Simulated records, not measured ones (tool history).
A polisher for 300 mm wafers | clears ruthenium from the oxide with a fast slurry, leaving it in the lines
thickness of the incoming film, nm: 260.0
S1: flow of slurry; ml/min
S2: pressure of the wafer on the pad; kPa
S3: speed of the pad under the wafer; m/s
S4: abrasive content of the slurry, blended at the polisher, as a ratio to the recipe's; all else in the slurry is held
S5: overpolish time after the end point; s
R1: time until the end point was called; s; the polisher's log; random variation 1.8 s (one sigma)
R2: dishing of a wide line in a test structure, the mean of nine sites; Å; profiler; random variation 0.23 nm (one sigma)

run	hour	S1	S2	S3	S4	S5	R1	R2
1	0	165	22.8	0.96	1	9	66.519	284.34
2	6.1	165	25.5	0.96	1	9	57.266	315.82
3	14	165	25.5	0.96	1	6	57.56	219.26
4	16.7	160	22.1	0.96	1	7	66.081	214.24
5	19.7	160	19.3	0.96	1	8	78.791	216.82
6	20.5	155	17.9	0.96	1	8	82.428	203

Run 7 comes next. What will it give?
7	21.9	155	17.9	0.96	1	8	?	?

{"run 7": {"R1": 81.749, "R2": 199.15}}

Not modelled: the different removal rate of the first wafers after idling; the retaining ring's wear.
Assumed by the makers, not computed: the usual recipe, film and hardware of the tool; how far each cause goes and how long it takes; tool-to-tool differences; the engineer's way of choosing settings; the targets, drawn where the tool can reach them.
